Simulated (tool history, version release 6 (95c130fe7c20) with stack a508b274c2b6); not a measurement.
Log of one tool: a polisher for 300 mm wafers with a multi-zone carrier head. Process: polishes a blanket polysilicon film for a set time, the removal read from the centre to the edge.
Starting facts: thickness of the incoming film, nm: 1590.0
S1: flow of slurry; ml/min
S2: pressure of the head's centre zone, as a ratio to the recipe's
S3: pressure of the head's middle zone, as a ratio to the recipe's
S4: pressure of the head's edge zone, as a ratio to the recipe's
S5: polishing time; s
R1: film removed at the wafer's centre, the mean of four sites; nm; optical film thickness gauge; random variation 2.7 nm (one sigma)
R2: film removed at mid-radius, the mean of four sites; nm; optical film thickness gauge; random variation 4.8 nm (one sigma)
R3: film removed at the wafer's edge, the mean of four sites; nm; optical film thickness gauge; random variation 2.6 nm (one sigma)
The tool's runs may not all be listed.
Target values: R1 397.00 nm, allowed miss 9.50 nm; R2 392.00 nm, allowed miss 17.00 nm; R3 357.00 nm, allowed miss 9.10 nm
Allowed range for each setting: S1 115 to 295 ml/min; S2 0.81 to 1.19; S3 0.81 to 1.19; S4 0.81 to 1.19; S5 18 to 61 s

run	hour	S1	S2	S3	S4	S5	R1	R2	R3
1	0.0	190	1.00	1.00	1.00	39	247.30	240.60	240.48
2	8.1	190	1.00	0.92	1.00	39	246.94	224.59	241.42
3	14.6	190	1.00	0.84	1.00	39	243.39	214.63	238.18
4	15.5	210	1.02	0.93	1.01	43	280.23	257.97	269.38
5	22.3	210	1.02	0.93	1.01	36	234.80	215.68	225.40
6	28.2	210	1.02	0.93	1.08	36	236.49	213.74	230.74
7	31.0	255	1.10	1.03	1.13	47	332.53	304.69	311.92
8	32.7	260	1.11	1.07	1.13	49	352.78	335.40	325.29
9	38.6	265	1.12	1.09	1.14	50	363.11	339.97	330.99
10	41.1	270	1.12	1.11	1.14	51	370.81	341.39	340.89
11	42.3	235	1.12	1.13	1.12	53	376.53	360.43	349.77

Which single option among these 4 for the next run brings every result within its allowed miss of target? Just one does.
A	43.5	270	1.09	1.04	1.10	53	?	?	?
B	43.5	265	1.15	1.19	1.11	54	?	?	?
C	43.5	235	1.03	1.11	1.15	54	?	?	?
D	43.5	270	1.02	1.05	1.19	55	?	?	?

move	R1	R2	R3
A	379.16	353.94	345.00
B	403.30	396.24	351.77
C	363.06	372.24	354.01
D	372.72	369.84	370.24
A: about the same distance from the targets as the last run
B: hits every target within its allowed miss
C: the biggest miss grows against the last run
D: the biggest miss grows against the last run
Answer: B
